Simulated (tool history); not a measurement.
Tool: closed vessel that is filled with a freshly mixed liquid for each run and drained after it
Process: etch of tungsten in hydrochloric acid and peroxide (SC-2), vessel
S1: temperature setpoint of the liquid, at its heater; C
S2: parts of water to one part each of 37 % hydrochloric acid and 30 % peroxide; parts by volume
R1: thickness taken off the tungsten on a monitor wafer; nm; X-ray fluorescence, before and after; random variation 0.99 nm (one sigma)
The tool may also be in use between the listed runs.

run 1 hour=0 | S1=54 S2=6.5 time_in_the_liquid_(s)=120 | R1=71.648
run 2 hour=1.3 | S1=58.5 S2=6.5 time_in_the_liquid_(s)=120 | R1=95.151
run 3 hour=5.8 | S1=58.5 S2=6.5 time_in_the_liquid_(s)=120 | R1=95.133
run 4 hour=9.7 | S1=61.5 S2=6.5 time_in_the_liquid_(s)=120 | R1=115.51
run 5 hour=11 | S1=64 S2=6.5 time_in_the_liquid_(s)=120 | R1=133.3
run 6 hour=16.3 | S1=59 S2=6.5 time_in_the_liquid_(s)=120 | R1=98.306

Run 7 comes next. What will it give?
run 7 hour=20.3 | S1=62 S2=6.5 time_in_the_liquid_(s)=120 | R1=?

{"run 7": {"R1": 117.65}}
